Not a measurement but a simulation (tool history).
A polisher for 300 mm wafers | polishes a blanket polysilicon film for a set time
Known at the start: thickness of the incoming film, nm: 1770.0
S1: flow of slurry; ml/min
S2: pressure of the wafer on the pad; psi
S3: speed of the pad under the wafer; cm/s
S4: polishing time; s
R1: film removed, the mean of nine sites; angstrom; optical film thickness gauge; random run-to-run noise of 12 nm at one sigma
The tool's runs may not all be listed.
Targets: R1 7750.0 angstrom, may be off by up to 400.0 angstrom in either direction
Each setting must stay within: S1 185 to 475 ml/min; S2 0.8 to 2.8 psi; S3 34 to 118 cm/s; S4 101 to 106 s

run,day,S1,S2,S3,S4,R1
1,0.000,305,1.8,76,101,4188.7
2,0.192,305,1.8,82,101,4482.4
3,0.529,270,1.8,82,101,4375.7
4,0.562,275,2.0,82,101,4994.9
5,0.871,275,2.1,82,101,5072.8
6,0.925,275,1.7,82,101,4167.9
7,1.262,275,1.9,82,101,4598.4
8,1.492,280,2.1,82,101,4960.1
9,1.658,280,2.2,84,101,5451.7
10,1.821,280,2.3,86,101,5587.9

Which of these 4 next moves meets every target?
A,1.983,300,1.4,74,101,?
B,1.983,290,2.5,102,106,?
C,1.983,270,2.1,94,106,?
D,1.983,305,2.2,68,105,?

move,R1
A,3313.5
B,7480.1
C,5949.8
D,4514.8
A: lands further from the targets than the last run did
B: all results land within tolerance of their targets
C: nearer the targets than the last run, but a result is still out of spec
D: lands further from the targets than the last run did
So the answer is move B, the one that meets all the targets.
